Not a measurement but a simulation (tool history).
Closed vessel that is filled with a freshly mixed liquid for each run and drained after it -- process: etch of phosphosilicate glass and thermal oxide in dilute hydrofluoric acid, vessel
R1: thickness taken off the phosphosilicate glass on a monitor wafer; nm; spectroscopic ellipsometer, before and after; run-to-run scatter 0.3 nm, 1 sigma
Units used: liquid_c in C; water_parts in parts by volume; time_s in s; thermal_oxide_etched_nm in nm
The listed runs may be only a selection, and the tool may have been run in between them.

run 1 hour=0 | liquid_c=21 water_parts=125 time_s=60 | R1=85.275 thermal_oxide_etched_nm=1.9272
run 2 hour=6.9 | liquid_c=21.5 water_parts=125 time_s=60 | R1=86.337 thermal_oxide_etched_nm=1.9901
run 3 hour=11.5 | liquid_c=21.5 water_parts=90 time_s=60 | R1=125.5 thermal_oxide_etched_nm=2.8656
run 4 hour=13.5 | liquid_c=21.5 water_parts=65 time_s=60 | R1=179.23 thermal_oxide_etched_nm=3.9536
run 5 hour=21.2 | liquid_c=21 water_parts=70 time_s=60 | R1=161.23 thermal_oxide_etched_nm=3.6214
run 6 hour=28.8 | liquid_c=21 water_parts=70 time_s=50 | R1=134.65 thermal_oxide_etched_nm=3.0254
run 7 hour=31.4 | liquid_c=17 water_parts=90 time_s=50 | R1=86.804 thermal_oxide_etched_nm=1.9326

Run 8 comes next. What will it give?
run 8 hour=39.8 | liquid_c=17.5 water_parts=90 time_s=50 | R1=? thermal_oxide_etched_nm=?

Logged for run 8: R1 88.303 nm, thermal_oxide_etched_nm 2.0037 nm.
